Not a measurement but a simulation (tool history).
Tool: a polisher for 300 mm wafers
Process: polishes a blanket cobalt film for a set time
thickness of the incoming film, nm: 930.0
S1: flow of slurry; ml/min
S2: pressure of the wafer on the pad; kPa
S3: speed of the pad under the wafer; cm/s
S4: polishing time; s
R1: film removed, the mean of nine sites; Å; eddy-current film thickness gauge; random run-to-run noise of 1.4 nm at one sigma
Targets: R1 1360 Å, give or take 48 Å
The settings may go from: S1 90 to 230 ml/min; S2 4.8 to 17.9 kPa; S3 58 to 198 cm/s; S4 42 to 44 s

{"run": 1, "day": 0.0, "S1": 150, "S2": 11, "S3": 128, "S4": 42, "R1": 2703.5}
{"run": 2, "day": 0.117, "S1": 145, "S2": 9.7, "S3": 126, "S4": 42, "R1": 2250.4}
{"run": 3, "day": 0.375, "S1": 140, "S2": 9, "S3": 126, "S4": 42, "R1": 2087.5}
{"run": 4, "day": 0.612, "S1": 135, "S2": 8.3, "S3": 126, "S4": 42, "R1": 1923}
{"run": 5, "day": 0.975, "S1": 135, "S2": 8.3, "S3": 126, "S4": 44, "R1": 2005.1}
{"run": 6, "day": 1.146, "S1": 135, "S2": 8.3, "S3": 138, "S4": 44, "R1": 2215}
{"run": 7, "day": 1.488, "S1": 130, "S2": 7.6, "S3": 136, "S4": 44, "R1": 1989.7}
{"run": 8, "day": 1.629, "S1": 125, "S2": 6.9, "S3": 136, "S4": 44, "R1": 1768.4}

Pick the move, out of 5, that brings all results within their allowed miss; only one does.
{"run": "A", "day": 1.771, "S1": 165, "S2": 7.6, "S3": 102, "S4": 44, "R1": "?"}
{"run": "B", "day": 1.771, "S1": 100, "S2": 5.5, "S3": 140, "S4": 42, "R1": "?"}
{"run": "C", "day": 1.771, "S1": 125, "S2": 6.2, "S3": 140, "S4": 42, "R1": "?"}
{"run": "D", "day": 1.771, "S1": 140, "S2": 9.7, "S3": 136, "S4": 44, "R1": "?"}
{"run": "E", "day": 1.771, "S1": 155, "S2": 6.2, "S3": 128, "S4": 42, "R1": "?"}

move=A R1=1594.9
move=B R1=1361.9
move=C R1=1615.6
move=D R1=2575.5
move=E R1=1548.7
A: gains on the last run, yet a result remains outside its allowed miss
B: hits every target within its allowed miss
C: gains on the last run, yet a result remains outside its allowed miss
D: the biggest miss grows against the last run
E: gains on the last run, yet a result remains outside its allowed miss
Move B is the one to make.

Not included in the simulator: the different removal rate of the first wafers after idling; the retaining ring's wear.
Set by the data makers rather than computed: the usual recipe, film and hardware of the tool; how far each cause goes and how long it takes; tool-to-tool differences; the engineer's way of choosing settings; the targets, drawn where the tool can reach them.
